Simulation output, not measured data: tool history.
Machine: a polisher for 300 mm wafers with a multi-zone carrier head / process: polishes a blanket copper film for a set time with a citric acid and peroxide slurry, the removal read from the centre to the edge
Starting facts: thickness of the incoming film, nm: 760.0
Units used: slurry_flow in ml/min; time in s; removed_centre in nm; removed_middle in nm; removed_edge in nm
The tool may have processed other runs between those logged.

run	day	slurry_flow	centre_zone	middle_zone	edge_zone	slurry_solids	time	removed_centre	removed_middle	removed_edge
1	0	255	1	1	1	1	38	66.753	69.75	68.887
2	0.088	255	1	1	0.96	1	38	68.645	70.037	65.34
3	0.246	255	1	1	0.96	1	45	80.679	82.69	79.383
4	0.533	255	0.99	0.99	0.93	0.9	44	77.116	78.418	74.332
5	0.692	255	0.98	0.99	0.91	0.8	43	72.524	74.47	70.235
6	0.908	255	0.98	0.93	0.91	0.8	43	69.855	71.35	69.857
7	1.175	255	0.98	0.95	0.89	0.75	42	69.518	69.284	65.942
8	1.525	255	0.97	0.96	0.87	0.7	41	64.85	66.7	64.736

Run 9 has not been measured yet. What should we expect?
9	1.779	255	0.99	1	0.86	0.65	40	?	?	?

For run 9 the tool returned removed_centre 63.977 nm, removed_middle 66.828 nm, removed_edge 60.501 nm.

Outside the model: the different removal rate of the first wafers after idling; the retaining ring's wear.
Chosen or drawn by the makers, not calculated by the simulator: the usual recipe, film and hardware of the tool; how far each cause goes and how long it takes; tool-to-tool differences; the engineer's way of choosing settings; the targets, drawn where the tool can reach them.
